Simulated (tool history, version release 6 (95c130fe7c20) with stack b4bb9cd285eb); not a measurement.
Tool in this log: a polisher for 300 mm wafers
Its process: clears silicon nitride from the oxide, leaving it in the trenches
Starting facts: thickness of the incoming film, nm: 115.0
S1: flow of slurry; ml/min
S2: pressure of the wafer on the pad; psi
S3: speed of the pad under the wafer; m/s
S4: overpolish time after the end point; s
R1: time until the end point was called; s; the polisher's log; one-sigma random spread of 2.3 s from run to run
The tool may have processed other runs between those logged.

run	hour	S1	S2	S3	S4	R1
1	0	235	2.6	0.9	15	125.89
2	0.9	235	2.3	0.9	15	144.09
3	3.4	235	2.8	0.9	15	115.8
4	4.2	290	2.8	0.9	15	114.16
5	5.9	265	2.8	0.9	15	116.9
6	10.5	265	2.8	1.02	15	103.36
7	17.1	265	2.5	1	15	120.6
8	21.5	265	2.2	1	15	134.22

What will run 9 give?
9	27.7	265	2	0.98	15	?

{"run 9": {"R1": 149.98}}
